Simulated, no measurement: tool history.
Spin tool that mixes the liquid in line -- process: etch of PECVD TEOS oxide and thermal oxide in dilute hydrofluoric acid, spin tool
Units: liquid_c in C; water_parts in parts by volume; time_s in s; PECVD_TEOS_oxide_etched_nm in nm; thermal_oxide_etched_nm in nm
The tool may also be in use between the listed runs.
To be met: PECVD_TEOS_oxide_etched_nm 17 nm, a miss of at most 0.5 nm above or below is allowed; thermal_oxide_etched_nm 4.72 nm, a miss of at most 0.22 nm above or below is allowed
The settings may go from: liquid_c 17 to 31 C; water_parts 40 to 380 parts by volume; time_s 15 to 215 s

run 1 hour=0 | liquid_c=23 water_parts=210 time_s=110 | PECVD_TEOS_oxide_etched_nm=7.7338 thermal_oxide_etched_nm=2.1662
run 2 hour=1.7 | liquid_c=25.5 water_parts=180 time_s=110 | PECVD_TEOS_oxide_etched_nm=10.012 thermal_oxide_etched_nm=2.8242
run 3 hour=2.3 | liquid_c=27 water_parts=160 time_s=110 | PECVD_TEOS_oxide_etched_nm=12.336 thermal_oxide_etched_nm=3.3084
run 4 hour=7 | liquid_c=29.5 water_parts=160 time_s=110 | PECVD_TEOS_oxide_etched_nm=13.386 thermal_oxide_etched_nm=3.8079
run 5 hour=15.5 | liquid_c=30 water_parts=150 time_s=110 | PECVD_TEOS_oxide_etched_nm=14.814 thermal_oxide_etched_nm=4.1837
run 6 hour=21.6 | liquid_c=30 water_parts=145 time_s=110 | PECVD_TEOS_oxide_etched_nm=15.345 thermal_oxide_etched_nm=4.302
run 7 hour=28.6 | liquid_c=30 water_parts=140 time_s=110 | PECVD_TEOS_oxide_etched_nm=16.092 thermal_oxide_etched_nm=4.4498
run 8 hour=31.4 | liquid_c=30.5 water_parts=140 time_s=110 | PECVD_TEOS_oxide_etched_nm=16.425 thermal_oxide_etched_nm=4.552

5 next moves are on the table. One of them brings every result within its allowed miss. Which?
run A hour=34.2 | liquid_c=29.5 water_parts=215 time_s=185 | PECVD_TEOS_oxide_etched_nm=? thermal_oxide_etched_nm=?
run B hour=34.2 | liquid_c=31 water_parts=210 time_s=175 | PECVD_TEOS_oxide_etched_nm=? thermal_oxide_etched_nm=?
run C hour=34.2 | liquid_c=31 water_parts=190 time_s=150 | PECVD_TEOS_oxide_etched_nm=? thermal_oxide_etched_nm=?
run D hour=34.2 | liquid_c=24.5 water_parts=120 time_s=120 | PECVD_TEOS_oxide_etched_nm=? thermal_oxide_etched_nm=?
run E hour=34.2 | liquid_c=26.5 water_parts=135 time_s=115 | PECVD_TEOS_oxide_etched_nm=? thermal_oxide_etched_nm=?

move=A PECVD_TEOS_oxide_etched_nm=15.68 thermal_oxide_etched_nm=4.4235
move=B PECVD_TEOS_oxide_etched_nm=16.081 thermal_oxide_etched_nm=4.5366
move=C PECVD_TEOS_oxide_etched_nm=15.621 thermal_oxide_etched_nm=4.407
move=D PECVD_TEOS_oxide_etched_nm=17.003 thermal_oxide_etched_nm=4.7968
move=E PECVD_TEOS_oxide_etched_nm=15.353 thermal_oxide_etched_nm=4.3312
A: further off than the last run
B: further off than the last run
C: further off than the last run
D: every result within its allowed miss
E: further off than the last run
Answer: D

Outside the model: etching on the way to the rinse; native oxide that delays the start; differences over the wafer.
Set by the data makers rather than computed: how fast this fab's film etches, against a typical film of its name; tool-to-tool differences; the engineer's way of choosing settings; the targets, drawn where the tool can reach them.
